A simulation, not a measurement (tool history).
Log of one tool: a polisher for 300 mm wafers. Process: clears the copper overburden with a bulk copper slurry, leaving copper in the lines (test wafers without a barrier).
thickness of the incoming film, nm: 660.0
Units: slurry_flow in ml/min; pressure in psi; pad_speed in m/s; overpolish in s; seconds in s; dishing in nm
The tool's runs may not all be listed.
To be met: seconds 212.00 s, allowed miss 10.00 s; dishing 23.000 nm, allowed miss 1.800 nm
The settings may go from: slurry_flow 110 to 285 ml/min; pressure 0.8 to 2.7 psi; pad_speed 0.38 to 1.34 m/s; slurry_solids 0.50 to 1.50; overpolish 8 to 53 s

Run 1, hour 0.0: slurry_flow 180 ml/min, pressure 1.7 psi, pad_speed 0.86 m/s, slurry_solids 1.00, overpolish 27 s. Result: seconds 167.28 s, dishing 57.324 nm.
Run 2, hour 4.5: slurry_flow 180 ml/min, pressure 1.6 psi, pad_speed 0.90 m/s, slurry_solids 1.00, overpolish 24 s. Result: seconds 162.17 s, dishing 54.178 nm.
Run 3, hour 6.6: slurry_flow 180 ml/min, pressure 1.6 psi, pad_speed 0.90 m/s, slurry_solids 0.85, overpolish 24 s. Result: seconds 170.36 s, dishing 53.637 nm.
Run 4, hour 8.6: slurry_flow 180 ml/min, pressure 1.6 psi, pad_speed 0.90 m/s, slurry_solids 0.85, overpolish 13 s. Result: seconds 170.40 s, dishing 31.087 nm.
Run 5, hour 17.2: slurry_flow 180 ml/min, pressure 1.5 psi, pad_speed 0.90 m/s, slurry_solids 0.85, overpolish 12 s. Result: seconds 180.88 s, dishing 27.686 nm.
Run 6, hour 22.3: slurry_flow 180 ml/min, pressure 1.3 psi, pad_speed 0.90 m/s, slurry_solids 0.85, overpolish 12 s. Result: seconds 197.64 s, dishing 24.752 nm.
Run 7, hour 27.4: slurry_flow 175 ml/min, pressure 1.1 psi, pad_speed 0.90 m/s, slurry_solids 0.85, overpolish 12 s. Result: seconds 233.14 s, dishing 22.526 nm.
Run 8, hour 32.5: slurry_flow 175 ml/min, pressure 1.1 psi, pad_speed 0.90 m/s, slurry_solids 0.85, overpolish 12 s. Result: seconds 232.85 s, dishing 22.149 nm.
Run 9, hour 40.2: slurry_flow 180 ml/min, pressure 1.1 psi, pad_speed 0.90 m/s, slurry_solids 0.85, overpolish 12 s. Result: seconds 237.20 s, dishing 22.794 nm.

5 next moves are on the table. One of them brings every result within its allowed miss. Which?
Run A, hour 47.9: slurry_flow 155 ml/min, pressure 1.3 psi, pad_speed 0.98 m/s, slurry_solids 0.90, overpolish 8 s. Result: seconds ?, dishing ?.
Run B, hour 47.9: slurry_flow 130 ml/min, pressure 1.6 psi, pad_speed 0.78 m/s, slurry_solids 0.80, overpolish 11 s. Result: seconds ?, dishing ?.
Run C, hour 47.9: slurry_flow 145 ml/min, pressure 0.9 psi, pad_speed 1.02 m/s, slurry_solids 0.75, overpolish 12 s. Result: seconds ?, dishing ?.
Run D, hour 47.9: slurry_flow 175 ml/min, pressure 1.3 psi, pad_speed 1.02 m/s, slurry_solids 0.75, overpolish 8 s. Result: seconds ?, dishing ?.
Run E, hour 47.9: slurry_flow 175 ml/min, pressure 1.4 psi, pad_speed 0.80 m/s, slurry_solids 0.80, overpolish 14 s. Result: seconds ?, dishing ?.

move  seconds  dishing
   A   187.73   18.780
   B   213.09   22.469
   C   252.41   20.455
   D   185.78   18.958
   E   218.08   27.073
A: takes the result that was furthest off past its target
B: meets every target
C: further off than the last run
D: takes the result that was furthest off past its target
E: brings the result that was furthest off to its target, and leaves another outside
Move B is the one to make.

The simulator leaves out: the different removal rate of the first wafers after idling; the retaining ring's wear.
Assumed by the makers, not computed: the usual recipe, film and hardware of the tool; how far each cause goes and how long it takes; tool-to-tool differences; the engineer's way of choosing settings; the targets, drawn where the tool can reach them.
